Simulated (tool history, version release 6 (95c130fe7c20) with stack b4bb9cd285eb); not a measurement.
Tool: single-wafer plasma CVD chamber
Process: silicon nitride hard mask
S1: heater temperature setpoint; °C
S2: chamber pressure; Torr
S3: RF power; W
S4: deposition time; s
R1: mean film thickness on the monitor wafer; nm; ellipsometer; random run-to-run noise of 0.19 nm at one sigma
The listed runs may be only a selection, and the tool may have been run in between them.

run	day	S1	S2	S3	S4	R1
1	0.000	405	1.17	400	44.4	52.505
2	0.075	405	1.09	395	44.4	50.911
3	0.188	405	1.09	360	44.4	48.318
4	0.388	398	1.09	360	44.4	48.406
5	0.529	398	1.05	360	44.4	47.809
6	0.671	398	1.02	360	44.4	47.628
7	0.738	398	0.99	360	44.4	46.975

Run 8, settings as shown, results not yet in. Your forecast:
8	0.883	398	0.97	360	44.4	?

{"run 8": {"R1": 46.68}}

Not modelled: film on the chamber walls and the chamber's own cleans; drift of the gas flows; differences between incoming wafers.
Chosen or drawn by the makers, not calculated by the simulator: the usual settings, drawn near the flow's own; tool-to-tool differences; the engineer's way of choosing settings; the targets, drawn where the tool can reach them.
